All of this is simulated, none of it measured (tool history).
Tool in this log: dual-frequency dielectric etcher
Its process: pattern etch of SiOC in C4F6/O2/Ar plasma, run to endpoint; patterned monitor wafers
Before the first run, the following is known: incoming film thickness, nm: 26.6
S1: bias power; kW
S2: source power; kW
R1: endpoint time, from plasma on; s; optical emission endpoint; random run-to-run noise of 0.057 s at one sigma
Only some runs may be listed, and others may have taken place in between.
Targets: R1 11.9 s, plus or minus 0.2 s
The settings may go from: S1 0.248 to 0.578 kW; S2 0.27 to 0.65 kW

run  hour     S1    S2      R1
  1     0  0.413  0.46  9.1775
  2   8.6  0.413  0.51  8.7655
  3  14.8  0.413  0.56  8.3302
  4  22.5  0.392  0.53  8.6889
  5  31.1  0.392  0.59   8.306
  6    39  0.373  0.55  8.7612
  7  47.2  0.357  0.52   9.257
  8  50.2  0.343   0.5   9.559

5 candidate next runs follow, results not yet known. Just one meets every target within its allowed miss. Identify it.
  A  53.2  0.256  0.38   ?
  B  53.2  0.292  0.35   ?
  C  53.2  0.254  0.39   ?
  D  53.2  0.273  0.39   ?
  E  53.2  0.255  0.39   ?

move      R1
   A  12.601
   B  12.387
   C  12.475
   D  12.065
   E  12.452
A: takes the result that was furthest off past its target
B: takes the result that was furthest off past its target
C: takes the result that was furthest off past its target
D: each result inside its tolerance
E: takes the result that was furthest off past its target
The move that meets every target is D.

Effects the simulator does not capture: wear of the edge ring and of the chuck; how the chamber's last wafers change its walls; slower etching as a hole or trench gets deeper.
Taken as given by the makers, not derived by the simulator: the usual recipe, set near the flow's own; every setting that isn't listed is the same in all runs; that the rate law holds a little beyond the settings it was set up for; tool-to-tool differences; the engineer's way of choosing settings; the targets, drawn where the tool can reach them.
